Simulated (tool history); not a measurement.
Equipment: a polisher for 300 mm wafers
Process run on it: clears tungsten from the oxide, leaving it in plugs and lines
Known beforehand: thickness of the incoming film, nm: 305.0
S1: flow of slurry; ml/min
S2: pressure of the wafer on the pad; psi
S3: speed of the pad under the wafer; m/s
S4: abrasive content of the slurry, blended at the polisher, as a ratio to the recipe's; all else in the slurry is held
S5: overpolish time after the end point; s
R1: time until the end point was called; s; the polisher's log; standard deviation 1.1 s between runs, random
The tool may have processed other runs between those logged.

{"run": 1, "hour": 0.0, "S1": 250, "S2": 2.8, "S3": 1, "S4": 1, "S5": 9, "R1": 108.87}
{"run": 2, "hour": 6.0, "S1": 250, "S2": 3.2, "S3": 1.02, "S4": 1, "S5": 9, "R1": 95.514}
{"run": 3, "hour": 13.1, "S1": 250, "S2": 3.2, "S3": 1.02, "S4": 1, "S5": 9, "R1": 92.642}
{"run": 4, "hour": 19.8, "S1": 250, "S2": 3.2, "S3": 1.02, "S4": 0.85, "S5": 9, "R1": 102.1}
{"run": 5, "hour": 22.2, "S1": 220, "S2": 3.2, "S3": 1.02, "S4": 0.85, "S5": 9, "R1": 101.9}
{"run": 6, "hour": 25.4, "S1": 220, "S2": 3.5, "S3": 1.06, "S4": 0.85, "S5": 9, "R1": 93.924}
{"run": 7, "hour": 27.0, "S1": 220, "S2": 3.5, "S3": 1.06, "S4": 0.85, "S5": 9, "R1": 89.149}
{"run": 8, "hour": 27.6, "S1": 220, "S2": 3.7, "S3": 1.08, "S4": 0.85, "S5": 9, "R1": 83.05}
{"run": 9, "hour": 29.6, "S1": 220, "S2": 3.9, "S3": 1.1, "S4": 0.85, "S5": 9, "R1": 79.547}
{"run": 10, "hour": 38.1, "S1": 220, "S2": 4, "S3": 1.14, "S4": 0.85, "S5": 9, "R1": 74.689}
{"run": 11, "hour": 41.6, "S1": 220, "S2": 4.4, "S3": 1.2, "S4": 0.85, "S5": 9, "R1": 66.741}

Run 12, settings as shown, results not yet in. Your forecast:
{"run": 12, "hour": 50.4, "S1": 220, "S2": 4.4, "S3": 1.2, "S4": 0.85, "S5": 9, "R1": "?"}

Run 12 measured R1 66.067 s.
